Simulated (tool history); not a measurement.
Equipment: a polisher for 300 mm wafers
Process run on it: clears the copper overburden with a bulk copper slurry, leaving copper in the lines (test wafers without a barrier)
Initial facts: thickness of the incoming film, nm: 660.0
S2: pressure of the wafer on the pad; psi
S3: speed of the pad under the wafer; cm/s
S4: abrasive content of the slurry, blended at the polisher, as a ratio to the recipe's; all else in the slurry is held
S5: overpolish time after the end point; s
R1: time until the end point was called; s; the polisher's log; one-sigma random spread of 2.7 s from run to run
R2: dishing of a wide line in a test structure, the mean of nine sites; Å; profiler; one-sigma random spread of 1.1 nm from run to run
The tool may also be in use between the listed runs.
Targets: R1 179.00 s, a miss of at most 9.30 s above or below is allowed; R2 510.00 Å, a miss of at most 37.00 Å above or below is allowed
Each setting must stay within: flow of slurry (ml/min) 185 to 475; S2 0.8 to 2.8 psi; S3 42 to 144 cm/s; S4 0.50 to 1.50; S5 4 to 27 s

{"run": 1, "hour": 0.0, "flow of slurry (ml/min)": 305, "S2": 1.8, "S3": 92, "S4": 1.0, "S5": 14, "R1": 130.74, "R2": 482.94}
{"run": 2, "hour": 4.2, "flow of slurry (ml/min)": 305, "S2": 1.8, "S3": 92, "S4": 1.15, "S5": 14, "R1": 129.25, "R2": 470.27}
{"run": 3, "hour": 5.8, "flow of slurry (ml/min)": 305, "S2": 1.8, "S3": 92, "S4": 1.35, "S5": 14, "R1": 124.47, "R2": 499.51}
{"run": 4, "hour": 8.0, "flow of slurry (ml/min)": 305, "S2": 1.8, "S3": 92, "S4": 1.35, "S5": 8, "R1": 121.7, "R2": 318.19}
{"run": 5, "hour": 16.3, "flow of slurry (ml/min)": 305, "S2": 1.7, "S3": 92, "S4": 1.35, "S5": 9, "R1": 131.09, "R2": 340.19}
{"run": 6, "hour": 20.5, "flow of slurry (ml/min)": 305, "S2": 1.7, "S3": 92, "S4": 1.2, "S5": 9, "R1": 134.23, "R2": 323.95}
{"run": 7, "hour": 22.3, "flow of slurry (ml/min)": 305, "S2": 1.7, "S3": 92, "S4": 1.2, "S5": 10, "R1": 133.75, "R2": 364.84}
{"run": 8, "hour": 26.6, "flow of slurry (ml/min)": 305, "S2": 1.6, "S3": 92, "S4": 1.2, "S5": 11, "R1": 139.78, "R2": 376.72}
{"run": 9, "hour": 28.3, "flow of slurry (ml/min)": 305, "S2": 1.5, "S3": 92, "S4": 1.2, "S5": 12, "R1": 148.51, "R2": 375.82}
{"run": 10, "hour": 33.3, "flow of slurry (ml/min)": 305, "S2": 1.5, "S3": 92, "S4": 1.2, "S5": 13, "R1": 148.48, "R2": 402.23}
{"run": 11, "hour": 38.7, "flow of slurry (ml/min)": 305, "S2": 1.5, "S3": 92, "S4": 1.2, "S5": 14, "R1": 148.62, "R2": 429.61}
{"run": 12, "hour": 44.1, "flow of slurry (ml/min)": 305, "S2": 1.5, "S3": 92, "S4": 1.2, "S5": 15, "R1": 151.35, "R2": 458.45}
{"run": 13, "hour": 47.8, "flow of slurry (ml/min)": 305, "S2": 1.3, "S3": 92, "S4": 1.2, "S5": 17, "R1": 169.05, "R2": 440.74}

4 next moves are on the table. One of them brings every result within its allowed miss. Which?
{"run": "A", "hour": 51.5, "flow of slurry (ml/min)": 240, "S2": 1.5, "S3": 82, "S4": 1.0, "S5": 21, "R1": "?", "R2": "?"}
{"run": "B", "hour": 51.5, "flow of slurry (ml/min)": 355, "S2": 1.3, "S3": 104, "S4": 1.3, "S5": 12, "R1": "?", "R2": "?"}
{"run": "C", "hour": 51.5, "flow of slurry (ml/min)": 335, "S2": 1.3, "S3": 110, "S4": 1.2, "S5": 13, "R1": "?", "R2": "?"}
{"run": "D", "hour": 51.5, "flow of slurry (ml/min)": 285, "S2": 1.4, "S3": 100, "S4": 1.35, "S5": 15, "R1": "?", "R2": "?"}

move=A R1=179.31 R2=525.85
move=B R1=150.03 R2=383.65
move=C R1=145.50 R2=419.52
move=D R1=146.70 R2=470.15
A: hits every target within its allowed miss
B: further off than the last run
C: further off than the last run
D: further off than the last run
So the answer is move A, the one that meets all the targets.
